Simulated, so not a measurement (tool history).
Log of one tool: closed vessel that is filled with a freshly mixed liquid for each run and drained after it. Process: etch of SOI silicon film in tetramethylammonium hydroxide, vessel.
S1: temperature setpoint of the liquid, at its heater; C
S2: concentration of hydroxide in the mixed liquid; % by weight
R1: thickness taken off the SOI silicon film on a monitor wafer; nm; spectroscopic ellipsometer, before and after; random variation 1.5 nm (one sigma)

Run 1, hour 0.0: S1 60.0 C, S2 8 % by weight, time in the liquid (s) 30. Result: R1 105.31 nm.
Run 2, hour 7.4: S1 61.5 C, S2 8 % by weight, time in the liquid (s) 30. Result: R1 116.24 nm.
Run 3, hour 15.3: S1 62.5 C, S2 8 % by weight, time in the liquid (s) 30. Result: R1 124.59 nm.
Run 4, hour 21.3: S1 63.5 C, S2 8 % by weight, time in the liquid (s) 30. Result: R1 131.81 nm.
Run 5, hour 25.1: S1 61.5 C, S2 8 % by weight, time in the liquid (s) 30. Result: R1 116.94 nm.
Run 6, hour 29.4: S1 61.5 C, S2 7 % by weight, time in the liquid (s) 30. Result: R1 118.63 nm.
Run 7, hour 34.0: S1 61.5 C, S2 7 % by weight, time in the liquid (s) 30. Result: R1 121.51 nm.

Forecast run 8:
Run 8, hour 42.3: S1 68.0 C, S2 7 % by weight, time in the liquid (s) 30. Result: R1 ?.

Run 8 gave R1 180.61 nm.
